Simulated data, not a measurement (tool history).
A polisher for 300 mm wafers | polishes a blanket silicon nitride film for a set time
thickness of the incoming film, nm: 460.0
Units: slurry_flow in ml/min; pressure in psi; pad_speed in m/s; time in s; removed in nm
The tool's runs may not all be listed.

run 1 hour=0 | slurry_flow=215 pressure=4.8 pad_speed=0.94 time=30 | removed=55.837
run 2 hour=4.4 | slurry_flow=265 pressure=4.8 pad_speed=0.94 time=30 | removed=55.84
run 3 hour=6 | slurry_flow=265 pressure=4.8 pad_speed=0.94 time=30 | removed=57.194
run 4 hour=10 | slurry_flow=265 pressure=4.8 pad_speed=1.04 time=30 | removed=63.263
run 5 hour=14 | slurry_flow=265 pressure=4.3 pad_speed=1.04 time=30 | removed=55.5
run 6 hour=18.4 | slurry_flow=265 pressure=3.5 pad_speed=1.04 time=30 | removed=45.831
run 7 hour=25.8 | slurry_flow=265 pressure=4.1 pad_speed=1.04 time=30 | removed=53.841
run 8 hour=28.2 | slurry_flow=265 pressure=4.6 pad_speed=1.04 time=30 | removed=60.382
run 9 hour=32.8 | slurry_flow=265 pressure=5 pad_speed=1.04 time=30 | removed=63.151

Run 10 comes next. What will it give?
run 10 hour=38.7 | slurry_flow=265 pressure=5.4 pad_speed=1.04 time=30 | removed=?

Run 10 gave removed 68.302 nm.
